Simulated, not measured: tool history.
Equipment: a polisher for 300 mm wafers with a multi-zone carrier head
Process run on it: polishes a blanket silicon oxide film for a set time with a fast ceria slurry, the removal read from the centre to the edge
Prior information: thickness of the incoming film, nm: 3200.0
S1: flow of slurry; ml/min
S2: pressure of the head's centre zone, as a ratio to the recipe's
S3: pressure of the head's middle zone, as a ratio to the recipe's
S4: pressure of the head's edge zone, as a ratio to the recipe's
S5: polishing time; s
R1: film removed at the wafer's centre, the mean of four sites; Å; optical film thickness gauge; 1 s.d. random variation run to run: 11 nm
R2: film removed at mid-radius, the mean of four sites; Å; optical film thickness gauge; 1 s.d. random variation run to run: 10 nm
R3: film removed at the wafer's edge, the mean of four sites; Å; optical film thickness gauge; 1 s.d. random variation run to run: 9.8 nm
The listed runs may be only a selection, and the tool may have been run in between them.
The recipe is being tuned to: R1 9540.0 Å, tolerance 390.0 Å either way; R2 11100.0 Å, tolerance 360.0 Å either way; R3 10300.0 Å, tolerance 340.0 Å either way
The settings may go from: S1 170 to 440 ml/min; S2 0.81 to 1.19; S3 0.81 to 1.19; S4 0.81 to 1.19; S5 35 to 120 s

run,hour,S1,S2,S3,S4,S5,R1,R2,R3
1,0.0,280,1.00,1.00,1.00,77,10278.0,10401.0,10376.0
2,5.1,280,1.00,0.96,1.00,77,10333.0,9852.8,10133.0
3,6.6,280,0.94,0.96,1.00,77,9562.5,9905.3,10456.0
4,13.8,285,0.94,0.98,0.99,77,9821.8,10151.0,10367.0
5,21.0,285,0.94,0.98,0.99,96,12262.0,12591.0,12860.0
6,22.3,280,0.92,0.99,0.96,93,11847.0,12354.0,12292.0
7,24.4,275,0.90,1.00,0.94,90,10893.0,12204.0,11656.0
# hour 27.4: worn pad replaced by a new one
8,27.4,270,0.89,0.99,0.92,89,11698.0,13035.0,12348.0
9,30.6,270,0.89,0.99,0.92,89,11530.0,13136.0,12646.0
10,37.5,275,0.89,1.01,0.94,89,11822.0,13147.0,12687.0
11,46.0,270,0.89,0.99,0.92,87,11553.0,12616.0,12352.0
12,53.5,270,0.90,1.01,0.95,86,11615.0,12728.0,12304.0
13,61.1,300,0.90,1.01,0.94,85,11418.0,12432.0,12177.0

Of the 4 settings listed for the next run, only one would bring every result within its allowed miss of target. Which one?
A,68.7,170,0.85,1.16,0.87,84,?,?,?
B,68.7,325,0.88,1.05,0.93,71,?,?,?
C,68.7,215,0.82,0.96,0.97,76,?,?,?
D,68.7,280,0.97,1.02,0.81,71,?,?,?

move,R1,R2,R3
A,9882.8,13442.0,10922.0
B,9331.5,11175.0,10039.0
C,8891.3,10655.0,10645.0
D,10145.0,10758.0,9343.1
A: its largest miss is bigger than the last run's
B: hits every target within its allowed miss
C: moves toward the targets from the last run without getting all of them in spec
D: the result that was furthest off in the last run now lies on the other side of its target
The move that meets every target is B.

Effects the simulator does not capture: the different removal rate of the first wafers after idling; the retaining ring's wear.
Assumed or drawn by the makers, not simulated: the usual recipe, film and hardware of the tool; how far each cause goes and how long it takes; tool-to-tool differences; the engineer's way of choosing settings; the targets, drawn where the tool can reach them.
